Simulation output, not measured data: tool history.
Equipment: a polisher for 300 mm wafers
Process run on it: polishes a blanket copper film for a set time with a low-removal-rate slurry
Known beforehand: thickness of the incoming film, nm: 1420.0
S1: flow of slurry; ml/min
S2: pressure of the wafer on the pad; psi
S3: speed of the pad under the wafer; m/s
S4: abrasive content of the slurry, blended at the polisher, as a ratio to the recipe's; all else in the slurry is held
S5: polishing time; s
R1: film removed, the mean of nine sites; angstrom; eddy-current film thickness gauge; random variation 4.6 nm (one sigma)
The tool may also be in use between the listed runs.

| run | hour | S1 | S2 | S3 | S4 | S5 | R1 |
|---|---|---|---|---|---|---|---|
| 1 | 0.0 | 165 | 2.8 | 1.42 | 1.0 | 67 | 3134.3 |
| 2 | 3.1 | 175 | 3.3 | 1.44 | 1.0 | 67 | 3660.0 |
| 3 | 6.8 | 175 | 3.6 | 1.52 | 1.0 | 67 | 4170.8 |
| 4 | 15.8 | 175 | 2.9 | 1.52 | 1.0 | 67 | 3468.6 |
| 5 | 22.6 | 175 | 2.6 | 1.52 | 1.0 | 67 | 3161.3 |
| 6 | 27.5 | 180 | 3.1 | 1.58 | 1.0 | 67 | 3840.4 |
| 7 | 31.9 | 190 | 3.5 | 1.62 | 1.0 | 67 | 4438.7 |
| 8 | 37.9 | 190 | 3.5 | 1.62 | 1.0 | 67 | 4375.4 |
| 9 | 40.9 | 190 | 3.5 | 1.62 | 1.0 | 67 | 4347.6 |

What will run 10 give?
| 10 | 47.8 | 190 | 3.8 | 1.66 | 1.0 | 67 | ? |

R1: 4832.4 angstrom
